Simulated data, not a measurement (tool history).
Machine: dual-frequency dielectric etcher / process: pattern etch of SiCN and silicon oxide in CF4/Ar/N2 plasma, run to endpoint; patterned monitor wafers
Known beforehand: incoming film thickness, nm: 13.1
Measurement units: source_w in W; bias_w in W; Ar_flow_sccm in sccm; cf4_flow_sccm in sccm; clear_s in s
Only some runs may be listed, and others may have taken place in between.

| run | hour | source_w | bias_w | Ar_flow_sccm | cf4_flow_sccm | clear_s |
|---|---|---|---|---|---|---|
| 1 | 0 | 450 | 88 | 107 | 84 | 12.913 |
| 2 | 7.7 | 460 | 88 | 107 | 84 | 12.648 |
| 3 | 13 | 460 | 88 | 107 | 95 | 12.46 |
| 4 | 21.8 | 460 | 101 | 107 | 95 | 11.92 |
| 5 | 24.8 | 400 | 101 | 107 | 95 | 14.065 |
| 6 | 31.6 | 400 | 101 | 120 | 95 | 14.189 |

Run 7 has not been measured yet. What should we expect?
| 7 | 39.6 | 420 | 101 | 120 | 95 | ? |

{"run 7": {"clear_s": 13.466}}
